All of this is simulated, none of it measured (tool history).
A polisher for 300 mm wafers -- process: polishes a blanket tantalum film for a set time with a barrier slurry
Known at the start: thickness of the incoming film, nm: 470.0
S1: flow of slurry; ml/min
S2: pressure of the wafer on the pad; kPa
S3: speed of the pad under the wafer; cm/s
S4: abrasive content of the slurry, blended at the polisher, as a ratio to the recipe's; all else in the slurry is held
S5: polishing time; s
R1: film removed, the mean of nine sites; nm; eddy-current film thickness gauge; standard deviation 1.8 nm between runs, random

run  hour   S1    S2   S3  S4  S5      R1
  1     0  150    11  104   1  67  97.176
  2   1.8  155  12.4  104   1  67   110.5
  3   8.4  155  12.4  124   1  67  126.47
  4  16.2  155    11  124   1  67  114.78
  5  24.7  155    11  124   1  70  120.09
  6  25.6  155     9  124   1  70  100.75
  7  34.1  155  10.3  124   1  70  113.59
  8  40.7  155    11  124   1  70  121.75

Expected results for the next run?
  9  45.9  155  11.7  124   1  70   ?

R1: 126.64 nm

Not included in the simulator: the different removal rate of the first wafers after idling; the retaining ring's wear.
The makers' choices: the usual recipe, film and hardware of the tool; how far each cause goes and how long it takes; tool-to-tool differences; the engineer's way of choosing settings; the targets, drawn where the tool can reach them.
